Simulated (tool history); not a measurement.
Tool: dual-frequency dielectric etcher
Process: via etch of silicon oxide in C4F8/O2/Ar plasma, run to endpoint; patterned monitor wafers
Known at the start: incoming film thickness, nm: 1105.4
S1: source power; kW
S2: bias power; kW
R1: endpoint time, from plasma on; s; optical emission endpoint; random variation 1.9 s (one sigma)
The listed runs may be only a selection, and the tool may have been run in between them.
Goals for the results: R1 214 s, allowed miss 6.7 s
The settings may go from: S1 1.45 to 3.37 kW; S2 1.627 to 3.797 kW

run 1 hour=0 | S1=2.41 S2=2.712 | R1=172.94
run 2 hour=2.6 | S1=2.83 S2=2.712 | R1=163.99
run 3 hour=3.8 | S1=2.51 S2=2.416 | R1=178.46
run 4 hour=8.1 | S1=2.51 S2=2.781 | R1=171.19
run 5 hour=14.6 | S1=2.23 S2=2.781 | R1=179.36
run 6 hour=16.7 | S1=2.03 S2=2.638 | R1=184.34
run 7 hour=24.1 | S1=1.87 S2=2.429 | R1=194.6
-- hour=32.5 source power generator calibrated
run 8 hour=32.5 | S1=1.87 S2=2.429 | R1=198.84
run 9 hour=37.3 | S1=1.78 S2=2.385 | R1=203.82

5 next moves are on the table. One of them brings every result within its allowed miss. Which?
run A hour=42.1 | S1=1.72 S2=2.069 | R1=?
run B hour=42.1 | S1=1.88 S2=2.382 | R1=?
run C hour=42.1 | S1=1.89 S2=2.427 | R1=?
run D hour=42.1 | S1=1.95 S2=2.414 | R1=?
run E hour=42.1 | S1=1.55 S2=1.867 | R1=?

move=A R1=213.66
move=B R1=199.45
move=C R1=198.07
move=D R1=196.22
move=E R1=227.48
A: hits every target within its allowed miss
B: further off than the last run
C: further off than the last run
D: further off than the last run
E: carries the result that was furthest off beyond its target, to the other side
A is the move that brings every result within its allowed miss.

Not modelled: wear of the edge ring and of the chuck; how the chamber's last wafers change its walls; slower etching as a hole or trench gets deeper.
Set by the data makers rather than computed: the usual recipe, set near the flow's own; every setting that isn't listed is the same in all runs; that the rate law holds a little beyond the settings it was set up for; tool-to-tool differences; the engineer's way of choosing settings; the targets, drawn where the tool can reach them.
